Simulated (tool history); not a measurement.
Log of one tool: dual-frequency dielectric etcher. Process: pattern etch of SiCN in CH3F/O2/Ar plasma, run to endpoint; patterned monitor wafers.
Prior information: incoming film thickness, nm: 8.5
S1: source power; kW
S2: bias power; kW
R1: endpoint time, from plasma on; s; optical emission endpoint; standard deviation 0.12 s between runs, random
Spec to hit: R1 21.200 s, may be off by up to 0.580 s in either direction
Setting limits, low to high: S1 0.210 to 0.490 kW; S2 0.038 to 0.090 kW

| run | hour | S1 | S2 | R1 |
|---|---|---|---|---|
| 1 | 0.0 | 0.350 | 0.064 | 25.713 |
| 2 | 3.8 | 0.370 | 0.066 | 24.406 |
| 3 | 7.6 | 0.380 | 0.067 | 24.249 |
| 4 | 8.3 | 0.400 | 0.068 | 23.523 |
| 5 | 9.6 | 0.440 | 0.068 | 22.495 |
| 6 | 13.7 | 0.420 | 0.068 | 22.953 |
| 7 | 22.2 | 0.430 | 0.069 | 22.413 |
| 8 | 26.9 | 0.440 | 0.069 | 22.247 |
| 9 | 31.9 | 0.440 | 0.069 | 22.251 |
| 10 | 32.9 | 0.450 | 0.069 | 22.114 |

Consider the 4 candidate settings below. Which is the only one whose results all fall within their allowed miss of target?
| A | 33.9 | 0.390 | 0.065 | ? |
| B | 33.9 | 0.480 | 0.060 | ? |
| C | 33.9 | 0.490 | 0.081 | ? |
| D | 33.9 | 0.460 | 0.076 | ? |

| move | R1 |
|---|---|
| A | 23.817 |
| B | 22.288 |
| C | 19.899 |
| D | 20.928 |
A: its largest miss is bigger than the last run's
B: its largest miss is bigger than the last run's
C: takes the biggest miss from the last run beyond its target
D: meets every target
D is the move that brings every result within its allowed miss.

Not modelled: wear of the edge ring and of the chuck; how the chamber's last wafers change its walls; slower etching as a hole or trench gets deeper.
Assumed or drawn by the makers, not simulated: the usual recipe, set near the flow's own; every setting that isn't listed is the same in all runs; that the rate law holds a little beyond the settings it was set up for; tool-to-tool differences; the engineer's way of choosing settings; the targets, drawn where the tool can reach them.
